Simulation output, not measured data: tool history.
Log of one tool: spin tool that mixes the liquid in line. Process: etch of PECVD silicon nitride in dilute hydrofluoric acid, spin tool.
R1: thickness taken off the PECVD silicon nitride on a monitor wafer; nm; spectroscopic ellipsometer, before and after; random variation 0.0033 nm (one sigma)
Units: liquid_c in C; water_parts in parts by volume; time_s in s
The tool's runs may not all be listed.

Run 1, day 0: liquid_c 23 C, water_parts 150 parts by volume, time_s 55 s. Result: R1 0.85109 nm.
Run 2, day 0.221: liquid_c 23 C, water_parts 150 parts by volume, time_s 35 s. Result: R1 0.5492 nm.
Run 3, day 0.292: liquid_c 22 C, water_parts 150 parts by volume, time_s 35 s. Result: R1 0.50581 nm.
Run 4, day 0.358: liquid_c 21.5 C, water_parts 150 parts by volume, time_s 35 s. Result: R1 0.49833 nm.
Run 5, day 0.521: liquid_c 21 C, water_parts 150 parts by volume, time_s 35 s. Result: R1 0.47941 nm.
Run 6, day 0.821: liquid_c 20.5 C, water_parts 150 parts by volume, time_s 35 s. Result: R1 0.46432 nm.
Run 7, day 0.867: liquid_c 20 C, water_parts 150 parts by volume, time_s 35 s. Result: R1 0.45019 nm.
Run 8, day 0.892: liquid_c 19.5 C, water_parts 150 parts by volume, time_s 35 s. Result: R1 0.43011 nm.
Run 9, day 0.929: liquid_c 19 C, water_parts 150 parts by volume, time_s 35 s. Result: R1 0.42738 nm.

Forecast run 10:
Run 10, day 1.083: liquid_c 18.5 C, water_parts 150 parts by volume, time_s 35 s. Result: R1 ?.

{"run 10": {"R1": 0.40637}}

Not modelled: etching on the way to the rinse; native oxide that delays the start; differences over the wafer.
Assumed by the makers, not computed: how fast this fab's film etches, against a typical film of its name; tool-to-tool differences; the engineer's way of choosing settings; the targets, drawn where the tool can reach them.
